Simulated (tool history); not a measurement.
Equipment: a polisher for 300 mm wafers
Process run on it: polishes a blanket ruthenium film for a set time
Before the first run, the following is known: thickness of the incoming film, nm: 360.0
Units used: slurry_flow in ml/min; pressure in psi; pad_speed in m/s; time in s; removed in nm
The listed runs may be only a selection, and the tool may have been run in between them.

{"run": 1, "hour": 0.0, "slurry_flow": 190, "pressure": 2.3, "pad_speed": 0.86, "time": 22, "removed": 28.407}
{"run": 2, "hour": 3.8, "slurry_flow": 190, "pressure": 2.5, "pad_speed": 0.86, "time": 22, "removed": 30.93}
{"run": 3, "hour": 10.9, "slurry_flow": 190, "pressure": 2.5, "pad_speed": 0.86, "time": 20, "removed": 27.875}
{"run": 4, "hour": 19.5, "slurry_flow": 190, "pressure": 2.5, "pad_speed": 0.86, "time": 22, "removed": 31.513}
{"run": 5, "hour": 24.2, "slurry_flow": 190, "pressure": 2.5, "pad_speed": 0.66, "time": 22, "removed": 23.503}
{"run": 6, "hour": 29.4, "slurry_flow": 190, "pressure": 2.5, "pad_speed": 0.66, "time": 20, "removed": 21.584}
{"run": 7, "hour": 35.2, "slurry_flow": 190, "pressure": 2.3, "pad_speed": 0.66, "time": 20, "removed": 20.921}

Predict the results of run 8:
{"run": 8, "hour": 43.4, "slurry_flow": 190, "pressure": 2.1, "pad_speed": 0.66, "time": 20, "removed": "?"}

{"run 8": {"removed": 18.432}}

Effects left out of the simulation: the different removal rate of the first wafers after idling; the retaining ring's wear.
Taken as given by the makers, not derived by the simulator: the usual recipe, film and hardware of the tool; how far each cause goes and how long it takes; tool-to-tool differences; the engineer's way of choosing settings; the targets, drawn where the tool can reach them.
